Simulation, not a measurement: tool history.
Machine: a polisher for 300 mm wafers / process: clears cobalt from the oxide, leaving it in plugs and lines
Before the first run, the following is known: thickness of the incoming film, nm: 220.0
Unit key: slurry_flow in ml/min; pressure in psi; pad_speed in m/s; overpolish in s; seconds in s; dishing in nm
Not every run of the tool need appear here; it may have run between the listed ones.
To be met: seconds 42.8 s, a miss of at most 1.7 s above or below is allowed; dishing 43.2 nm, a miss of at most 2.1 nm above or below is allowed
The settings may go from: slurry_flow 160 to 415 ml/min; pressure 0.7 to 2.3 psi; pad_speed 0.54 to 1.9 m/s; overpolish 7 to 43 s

run	hour	slurry_flow	pressure	pad_speed	overpolish	seconds	dishing
1	0	265	1.5	1.22	22	59.093	58.087
2	7.9	265	1.5	1.22	20	58.678	54.184
3	10.3	265	1.5	1.22	14	58.896	44.347
4	18.8	265	1.5	0.96	14	74.359	37.902
5	23.9	265	1.5	1.08	14	66.475	39.545
6	32.9	265	1.6	1.08	14	63.353	41.584
7	36.9	265	1.7	1.08	13	58.882	42.101
8	37.9	265	1.8	1.08	12	55.662	40.322
9	39.9	265	2	1.08	12	51.043	42.998
10	47.4	265	2.2	1.1	11	45.596	44.574

5 candidate next runs follow, results not yet known. Just one meets every target within its allowed miss. Identify it.
A	54.9	225	2.2	1	11	?	?
B	54.9	290	2	1.12	12	?	?
C	54.9	275	2.2	1.22	11	?	?
D	54.9	415	1.8	1.36	10	?	?
E	54.9	260	2.3	0.96	14	?	?

move	seconds	dishing
A	50.588	42.172
B	48.264	46.121
C	40.757	48.553
D	42.945	44.155
E	49.524	50.007
A: its largest miss is bigger than the last run's
B: its largest miss is bigger than the last run's
C: takes the biggest miss from the last run beyond its target
D: every result lands within tolerance
E: its largest miss is bigger than the last run's
The right move is D.
